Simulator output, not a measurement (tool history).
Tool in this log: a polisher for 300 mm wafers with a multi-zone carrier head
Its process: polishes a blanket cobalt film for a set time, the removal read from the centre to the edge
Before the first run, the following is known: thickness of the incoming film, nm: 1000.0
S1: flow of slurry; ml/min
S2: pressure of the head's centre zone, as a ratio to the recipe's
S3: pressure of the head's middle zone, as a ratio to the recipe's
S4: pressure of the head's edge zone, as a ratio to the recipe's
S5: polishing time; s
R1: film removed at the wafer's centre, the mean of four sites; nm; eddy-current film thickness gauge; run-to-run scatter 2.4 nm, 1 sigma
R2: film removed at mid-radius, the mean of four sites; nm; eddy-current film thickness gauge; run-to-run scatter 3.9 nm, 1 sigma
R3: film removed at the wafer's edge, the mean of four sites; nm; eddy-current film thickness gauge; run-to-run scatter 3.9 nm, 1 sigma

| run | hour | S1 | S2 | S3 | S4 | S5 | R1 | R2 | R3 |
|---|---|---|---|---|---|---|---|---|---|
| 1 | 0.0 | 250 | 1.00 | 1.00 | 1.00 | 70 | 358.76 | 362.13 | 357.46 |
| 2 | 8.1 | 250 | 1.04 | 1.00 | 1.00 | 70 | 381.57 | 352.97 | 367.50 |
| 3 | 16.5 | 245 | 1.01 | 0.96 | 1.00 | 67 | 354.27 | 344.35 | 349.85 |
| 4 | 21.9 | 245 | 1.06 | 0.96 | 1.00 | 67 | 368.32 | 340.87 | 346.40 |
| 5 | 29.4 | 245 | 1.06 | 0.96 | 1.00 | 83 | 459.80 | 406.33 | 422.34 |
| 6 | 38.3 | 240 | 1.05 | 0.93 | 1.02 | 74 | 409.09 | 352.43 | 385.09 |
| 7 | 41.4 | 230 | 1.02 | 0.91 | 1.02 | 68 | 356.67 | 321.49 | 360.00 |
| 8 | 43.3 | 245 | 0.96 | 0.89 | 0.93 | 50 | 245.30 | 230.44 | 249.82 |
| 9 | 45.8 | 245 | 0.97 | 0.90 | 0.96 | 50 | 252.98 | 232.55 | 256.69 |
| 10 | 52.3 | 245 | 0.97 | 0.92 | 0.99 | 50 | 255.07 | 236.70 | 259.34 |
| 11 | 57.2 | 240 | 0.97 | 0.93 | 1.01 | 51 | 259.48 | 244.03 | 262.39 |
| 12 | 58.8 | 240 | 0.97 | 0.93 | 1.01 | 51 | 258.88 | 240.80 | 262.14 |

What will run 13 give?
| 13 | 67.2 | 240 | 0.96 | 0.93 | 1.02 | 52 | ? | ? | ? |

Run 13 came out at R1 257.10 nm, R2 246.35 nm, R3 279.34 nm.

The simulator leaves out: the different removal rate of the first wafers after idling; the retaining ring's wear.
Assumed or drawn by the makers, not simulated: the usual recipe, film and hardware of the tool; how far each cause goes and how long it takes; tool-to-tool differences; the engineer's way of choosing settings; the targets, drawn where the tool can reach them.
